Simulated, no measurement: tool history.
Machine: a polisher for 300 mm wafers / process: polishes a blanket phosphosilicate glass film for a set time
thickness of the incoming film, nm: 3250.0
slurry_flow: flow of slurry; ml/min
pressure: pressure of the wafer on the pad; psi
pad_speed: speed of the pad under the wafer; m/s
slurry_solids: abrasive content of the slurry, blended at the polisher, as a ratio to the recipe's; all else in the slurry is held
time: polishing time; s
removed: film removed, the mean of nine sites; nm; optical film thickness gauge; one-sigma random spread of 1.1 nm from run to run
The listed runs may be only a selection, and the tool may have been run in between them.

| run | hour | slurry_flow | pressure | pad_speed | slurry_solids | time | removed |
|---|---|---|---|---|---|---|---|
| 1 | 0 | 135 | 2.9 | 0.86 | 1 | 36 | 259.18 |
| 2 | 0.8 | 135 | 3.3 | 0.86 | 1 | 36 | 295.89 |
| 3 | 7.4 | 135 | 3.3 | 0.86 | 1 | 33 | 269.39 |
| 4 | 9.3 | 135 | 3.3 | 0.64 | 1 | 33 | 211.48 |
| 5 | 14.6 | 135 | 3.5 | 0.64 | 1 | 33 | 228.62 |
| 6 | 16.5 | 135 | 3.5 | 0.64 | 1 | 33 | 226.5 |

What does the tool deliver on the next run?
| 7 | 24.9 | 135 | 3.1 | 0.64 | 1 | 33 | ? |

removed: 200.04 nm
